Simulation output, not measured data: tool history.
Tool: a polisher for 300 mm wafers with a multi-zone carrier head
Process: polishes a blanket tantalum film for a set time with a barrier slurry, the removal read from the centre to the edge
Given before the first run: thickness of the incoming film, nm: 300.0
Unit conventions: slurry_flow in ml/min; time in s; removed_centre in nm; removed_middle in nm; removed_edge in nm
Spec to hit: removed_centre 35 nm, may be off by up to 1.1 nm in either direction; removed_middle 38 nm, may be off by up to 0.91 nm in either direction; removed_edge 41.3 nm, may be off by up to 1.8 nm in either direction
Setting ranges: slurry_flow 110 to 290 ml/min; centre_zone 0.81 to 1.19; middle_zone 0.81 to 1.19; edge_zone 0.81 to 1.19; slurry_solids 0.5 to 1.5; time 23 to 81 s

{"run": 1, "day": 0.0, "slurry_flow": 185, "centre_zone": 1, "middle_zone": 1, "edge_zone": 1, "slurry_solids": 1, "time": 52, "removed_centre": 69.71, "removed_middle": 68.93, "removed_edge": 72.074}
{"run": 2, "day": 0.358, "slurry_flow": 170, "centre_zone": 0.95, "middle_zone": 0.97, "edge_zone": 0.96, "slurry_solids": 0.85, "time": 48, "removed_centre": 55.229, "removed_middle": 56.339, "removed_edge": 59.631}
{"run": 3, "day": 0.55, "slurry_flow": 170, "centre_zone": 0.99, "middle_zone": 0.97, "edge_zone": 0.96, "slurry_solids": 0.85, "time": 48, "removed_centre": 58.085, "removed_middle": 56.869, "removed_edge": 59.357}
{"run": 4, "day": 0.825, "slurry_flow": 170, "centre_zone": 0.99, "middle_zone": 0.97, "edge_zone": 0.96, "slurry_solids": 0.75, "time": 48, "removed_centre": 53.992, "removed_middle": 52.5, "removed_edge": 54.17}
{"run": 5, "day": 1.2, "slurry_flow": 205, "centre_zone": 0.99, "middle_zone": 0.97, "edge_zone": 0.96, "slurry_solids": 0.75, "time": 48, "removed_centre": 55.562, "removed_middle": 53.577, "removed_edge": 55.632}
{"run": 6, "day": 1.492, "slurry_flow": 200, "centre_zone": 0.94, "middle_zone": 0.94, "edge_zone": 0.93, "slurry_solids": 0.7, "time": 47, "removed_centre": 47.437, "removed_middle": 47.807, "removed_edge": 52.72}
{"run": 7, "day": 1.679, "slurry_flow": 195, "centre_zone": 0.92, "middle_zone": 0.94, "edge_zone": 0.9, "slurry_solids": 0.65, "time": 46, "removed_centre": 42.828, "removed_middle": 43.943, "removed_edge": 45.943}
{"run": 8, "day": 1.762, "slurry_flow": 190, "centre_zone": 0.89, "middle_zone": 0.92, "edge_zone": 0.88, "slurry_solids": 0.65, "time": 46, "removed_centre": 41.026, "removed_middle": 43.494, "removed_edge": 46.102}
{"run": 9, "day": 2.129, "slurry_flow": 190, "centre_zone": 0.88, "middle_zone": 0.9, "edge_zone": 0.86, "slurry_solids": 0.65, "time": 46, "removed_centre": 40.229, "removed_middle": 42.198, "removed_edge": 46.085}
{"run": 10, "day": 2.192, "slurry_flow": 190, "centre_zone": 0.87, "middle_zone": 0.89, "edge_zone": 0.85, "slurry_solids": 0.6, "time": 46, "removed_centre": 36.98, "removed_middle": 38.716, "removed_edge": 43.087}
{"run": 11, "day": 2.333, "slurry_flow": 185, "centre_zone": 0.86, "middle_zone": 0.89, "edge_zone": 0.84, "slurry_solids": 0.6, "time": 46, "removed_centre": 36.782, "removed_middle": 38.564, "removed_edge": 41.578}
{"run": 12, "day": 2.633, "slurry_flow": 180, "centre_zone": 0.85, "middle_zone": 0.89, "edge_zone": 0.84, "slurry_solids": 0.6, "time": 46, "removed_centre": 36.287, "removed_middle": 38.351, "removed_edge": 41.907}

Which single option among these 4 for the next run brings every result within its allowed miss of target? Just one does.
{"run": "A", "day": 2.933, "slurry_flow": 210, "centre_zone": 0.88, "middle_zone": 0.95, "edge_zone": 0.81, "slurry_solids": 0.7, "time": 36, "removed_centre": "?", "removed_middle": "?", "removed_edge": "?"}
{"run": "B", "day": 2.933, "slurry_flow": 155, "centre_zone": 0.85, "middle_zone": 0.91, "edge_zone": 0.86, "slurry_solids": 0.55, "time": 51, "removed_centre": "?", "removed_middle": "?", "removed_edge": "?"}
{"run": "C", "day": 2.933, "slurry_flow": 180, "centre_zone": 0.94, "middle_zone": 0.9, "edge_zone": 0.82, "slurry_solids": 0.65, "time": 42, "removed_centre": "?", "removed_middle": "?", "removed_edge": "?"}
{"run": "D", "day": 2.933, "slurry_flow": 170, "centre_zone": 0.87, "middle_zone": 1.06, "edge_zone": 0.81, "slurry_solids": 0.6, "time": 41, "removed_centre": "?", "removed_middle": "?", "removed_edge": "?"}

move=A removed_centre=34.159 removed_middle=37.796 removed_edge=38.215
move=B removed_centre=34.546 removed_middle=38.393 removed_edge=41.37
move=C removed_centre=39.051 removed_middle=38.737 removed_edge=41.363
move=D removed_centre=32.226 removed_middle=39.669 removed_edge=36.776
A: puts the biggest miss on target and leaves a different result outside tolerance
B: all results in spec
C: its largest miss is bigger than the last run's
D: pushes the last run's worst result past its target
The move that meets every target is B.
